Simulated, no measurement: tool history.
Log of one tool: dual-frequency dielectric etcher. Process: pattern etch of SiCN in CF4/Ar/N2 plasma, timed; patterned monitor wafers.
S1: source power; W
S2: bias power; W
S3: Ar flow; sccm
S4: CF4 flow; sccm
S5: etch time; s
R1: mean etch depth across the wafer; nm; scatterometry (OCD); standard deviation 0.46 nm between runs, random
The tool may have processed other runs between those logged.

| run | hour | S1 | S2 | S3 | S4 | S5 | R1 |
|---|---|---|---|---|---|---|---|
| 1 | 0.0 | 600 | 87 | 115 | 75 | 108.0 | 132.98 |
| 2 | 1.5 | 610 | 87 | 115 | 75 | 108.0 | 134.58 |
| 3 | 4.3 | 610 | 87 | 94 | 75 | 108.0 | 141.45 |
| 4 | 9.0 | 570 | 87 | 94 | 75 | 108.0 | 133.39 |
| 5 | 10.3 | 470 | 87 | 94 | 75 | 108.0 | 114.00 |
| 6 | 19.1 | 470 | 73 | 94 | 75 | 108.0 | 106.99 |
| 7 | 26.0 | 500 | 73 | 94 | 75 | 108.0 | 112.47 |
| 8 | 28.4 | 530 | 73 | 94 | 75 | 108.0 | 117.80 |

The next listed run, before its measurement:
| 9 | 29.5 | 550 | 73 | 94 | 75 | 108.0 | ? |

R1: 121.46 nm
